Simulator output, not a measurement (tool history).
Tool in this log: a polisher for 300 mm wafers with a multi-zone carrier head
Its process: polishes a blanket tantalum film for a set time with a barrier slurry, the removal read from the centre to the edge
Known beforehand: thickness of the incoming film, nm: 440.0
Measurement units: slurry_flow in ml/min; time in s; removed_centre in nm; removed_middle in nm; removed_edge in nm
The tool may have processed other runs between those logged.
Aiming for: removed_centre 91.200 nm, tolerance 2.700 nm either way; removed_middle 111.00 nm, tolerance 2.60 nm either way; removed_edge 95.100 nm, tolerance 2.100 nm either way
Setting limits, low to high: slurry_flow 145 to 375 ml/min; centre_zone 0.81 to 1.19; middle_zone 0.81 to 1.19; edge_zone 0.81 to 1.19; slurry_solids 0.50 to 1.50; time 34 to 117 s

run  hour  slurry_flow  centre_zone  middle_zone  edge_zone  slurry_solids  time  removed_centre  removed_middle  removed_edge
  1   0.0          240         1.00         1.00       1.00           1.00    75         102.890          103.74       100.860
  2   7.3          230         0.97         1.03       0.98           1.00    75         100.100          105.16       100.470
  3  15.5          230         0.94         1.06       0.95           1.00    75          96.555          107.74        99.371
  4  20.6          230         0.94         1.06       0.88           1.00    75          97.293          107.18        96.067
  5  24.8          230         0.94         1.06       0.94           1.00    75          97.114          108.06        99.201
  6  30.7          225         0.93         1.08       0.92           1.00    75          96.073          108.51        98.678
  7  33.7          215         0.88         1.15       0.84           0.95    75          89.445          113.82        92.522
  8  41.3          215         0.88         1.14       0.85           0.95    75          90.017          110.73        92.436

Exercise: of the 4 proposed moves below, exactly one satisfies all targets within the stated allowed misses. Which move is it?
  A  48.9          210         0.92         1.18       0.86           0.80    76               ?               ?             ?
  B  48.9          255         0.96         1.14       0.86           0.80    74               ?               ?             ?
  C  48.9          250         0.89         1.11       0.88           1.10    72               ?               ?             ?
  D  48.9          180         0.87         1.16       0.83           1.10    71               ?               ?             ?

move  removed_centre  removed_middle  removed_edge
   A          88.279          110.94        89.303
   B          91.627          107.14        88.431
   C          90.816          111.49        95.193
   D          83.917          109.79        88.736
A: the biggest miss grows against the last run
B: the biggest miss grows against the last run
C: all results in spec
D: the biggest miss grows against the last run
The right move is C.

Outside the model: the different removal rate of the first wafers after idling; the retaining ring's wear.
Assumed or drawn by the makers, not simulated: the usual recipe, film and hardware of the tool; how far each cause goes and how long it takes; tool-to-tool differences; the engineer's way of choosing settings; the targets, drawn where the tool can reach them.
